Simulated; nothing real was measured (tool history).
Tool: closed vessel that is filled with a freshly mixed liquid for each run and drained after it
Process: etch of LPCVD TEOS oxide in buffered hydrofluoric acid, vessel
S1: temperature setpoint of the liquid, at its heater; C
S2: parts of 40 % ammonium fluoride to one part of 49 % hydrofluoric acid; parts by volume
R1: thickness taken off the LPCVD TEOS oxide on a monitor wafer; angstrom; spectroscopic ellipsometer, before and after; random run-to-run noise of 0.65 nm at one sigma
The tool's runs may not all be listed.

Run 1, hour 0.0: S1 22.0 C, S2 20.5 parts by volume, time in the liquid (s) 85. Result: R1 1025.10 angstrom.
Run 2, hour 2.1: S1 19.5 C, S2 20.5 parts by volume, time in the liquid (s) 85. Result: R1 904.98 angstrom.
Run 3, hour 5.1: S1 19.5 C, S2 16.0 parts by volume, time in the liquid (s) 85. Result: R1 1138.10 angstrom.
Run 4, hour 10.2: S1 22.0 C, S2 16.0 parts by volume, time in the liquid (s) 85. Result: R1 1324.50 angstrom.
Run 5, hour 18.4: S1 25.0 C, S2 16.0 parts by volume, time in the liquid (s) 85. Result: R1 1564.60 angstrom.
Run 6, hour 20.5: S1 25.0 C, S2 16.0 parts by volume, time in the liquid (s) 95. Result: R1 1732.90 angstrom.
Run 7, hour 29.7: S1 25.0 C, S2 16.0 parts by volume, time in the liquid (s) 95. Result: R1 1723.10 angstrom.
Run 8, hour 31.1: S1 23.5 C, S2 17.5 parts by volume, time in the liquid (s) 95. Result: R1 1465.80 angstrom.
Run 9, hour 35.6: S1 23.5 C, S2 17.5 parts by volume, time in the liquid (s) 95. Result: R1 1464.70 angstrom.
Run 10, hour 38.5: S1 22.0 C, S2 18.5 parts by volume, time in the liquid (s) 95. Result: R1 1273.40 angstrom.
Run 11, hour 47.8: S1 21.0 C, S2 19.5 parts by volume, time in the liquid (s) 95. Result: R1 1145.20 angstrom.
Run 12, hour 51.1: S1 20.0 C, S2 20.0 parts by volume, time in the liquid (s) 95. Result: R1 1067.90 angstrom.
Run 13, hour 56.9: S1 19.5 C, S2 20.5 parts by volume, time in the liquid (s) 95. Result: R1 1009.00 angstrom.

Run 14 comes next. What will it give?
Run 14, hour 59.4: S1 19.0 C, S2 21.0 parts by volume, time in the liquid (s) 95. Result: R1 ?.

{"run 14": {"R1": 956.91}}
